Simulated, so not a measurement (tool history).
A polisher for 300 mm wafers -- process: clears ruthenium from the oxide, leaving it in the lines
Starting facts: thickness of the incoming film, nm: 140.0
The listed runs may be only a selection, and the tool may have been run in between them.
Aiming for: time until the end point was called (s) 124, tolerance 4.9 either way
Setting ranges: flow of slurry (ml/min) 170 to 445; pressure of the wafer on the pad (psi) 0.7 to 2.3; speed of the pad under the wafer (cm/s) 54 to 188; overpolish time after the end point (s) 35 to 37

run	hour	flow of slurry (ml/min)	pressure of the wafer on the pad (psi)	speed of the pad under the wafer (cm/s)	overpolish time after the end point (s)	time until the end point was called (s)
1	0	285	1.5	120	35	160.68
2	5.2	285	1.5	120	35	157.23
3	11.3	285	1.6	120	35	150.99
4	15.1	285	1.6	120	37	153.95
5	19.3	260	1.6	120	37	156.7
6	27.5	280	1.7	120	37	146.07
7	34.1	290	1.8	120	37	140.72
8	41.3	290	1.9	120	37	138.54
9	42.8	290	2	120	37	129.82

5 next moves are on the table. One of them brings every result within its allowed miss. Which?
A	44.3	345	1.7	144	35	?
B	44.3	255	2	122	36	?
C	44.3	235	2.1	144	37	?
D	44.3	290	2	118	35	?
E	44.3	280	2.3	130	35	?

move	time until the end point was called (s)
A	125.23
B	132.28
C	112.01
D	134.1
E	111.83
A: in spec on every target
B: lands further from the targets than the last run did
C: takes the biggest miss from the last run beyond its target
D: lands further from the targets than the last run did
E: takes the biggest miss from the last run beyond its target
Move A is the one to make.
